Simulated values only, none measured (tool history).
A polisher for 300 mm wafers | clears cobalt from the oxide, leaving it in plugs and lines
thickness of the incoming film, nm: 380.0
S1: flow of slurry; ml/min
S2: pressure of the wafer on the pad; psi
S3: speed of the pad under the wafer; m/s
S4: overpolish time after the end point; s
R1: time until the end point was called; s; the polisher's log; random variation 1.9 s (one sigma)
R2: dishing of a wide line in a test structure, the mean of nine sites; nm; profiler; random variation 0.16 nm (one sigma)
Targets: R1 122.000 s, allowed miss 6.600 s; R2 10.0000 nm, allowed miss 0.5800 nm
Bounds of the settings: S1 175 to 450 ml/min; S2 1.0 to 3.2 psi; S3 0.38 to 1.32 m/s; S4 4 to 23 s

{"run": 1, "hour": 0.0, "S1": 290, "S2": 2.1, "S3": 0.84, "S4": 12, "R1": 88.571, "R2": 24.407}
{"run": 2, "hour": 3.4, "S1": 290, "S2": 2.3, "S3": 0.84, "S4": 12, "R1": 83.455, "R2": 24.794}
{"run": 3, "hour": 12.3, "S1": 290, "S2": 1.8, "S3": 0.84, "S4": 12, "R1": 97.271, "R2": 23.413}
{"run": 4, "hour": 19.8, "S1": 280, "S2": 1.6, "S3": 0.78, "S4": 9, "R1": 116.45, "R2": 18.448}
{"run": 5, "hour": 21.7, "S1": 280, "S2": 1.6, "S3": 0.78, "S4": 11, "R1": 116.66, "R2": 20.932}
{"run": 6, "hour": 23.1, "S1": 280, "S2": 1.6, "S3": 0.86, "S4": 11, "R1": 109.86, "R2": 22.322}
{"run": 7, "hour": 25.9, "S1": 335, "S2": 1.7, "S3": 0.7, "S4": 9, "R1": 122.27, "R2": 17.838}
{"run": 8, "hour": 33.8, "S1": 370, "S2": 1.9, "S3": 0.6, "S4": 7, "R1": 128.13, "R2": 14.577}
{"run": 9, "hour": 35.7, "S1": 395, "S2": 2.1, "S3": 0.52, "S4": 6, "R1": 137.46, "R2": 12.717}
{"run": 10, "hour": 44.4, "S1": 415, "S2": 2.4, "S3": 0.48, "S4": 5, "R1": 132.04, "R2": 11.202}
{"run": 11, "hour": 52.2, "S1": 415, "S2": 2.4, "S3": 0.48, "S4": 5, "R1": 133.65, "R2": 10.824}

Which of these 4 next moves meets every target?
{"run": "A", "hour": 60.0, "S1": 435, "S2": 2.7, "S3": 0.54, "S4": 4, "R1": "?", "R2": "?"}
{"run": "B", "hour": 60.0, "S1": 435, "S2": 3.2, "S3": 0.4, "S4": 4, "R1": "?", "R2": "?"}
{"run": "C", "hour": 60.0, "S1": 420, "S2": 3.2, "S3": 0.46, "S4": 4, "R1": "?", "R2": "?"}
{"run": "D", "hour": 60.0, "S1": 405, "S2": 2.5, "S3": 0.5, "S4": 5, "R1": "?", "R2": "?"}

move=A R1=109.140 R2=10.8270
move=B R1=125.550 R2=9.6734
move=C R1=110.290 R2=10.7380
move=D R1=125.770 R2=11.5530
A: takes the result that was furthest off past its target
B: meets every target
C: takes the result that was furthest off past its target
D: brings the result that was furthest off to its target, and leaves another outside
Answer: B

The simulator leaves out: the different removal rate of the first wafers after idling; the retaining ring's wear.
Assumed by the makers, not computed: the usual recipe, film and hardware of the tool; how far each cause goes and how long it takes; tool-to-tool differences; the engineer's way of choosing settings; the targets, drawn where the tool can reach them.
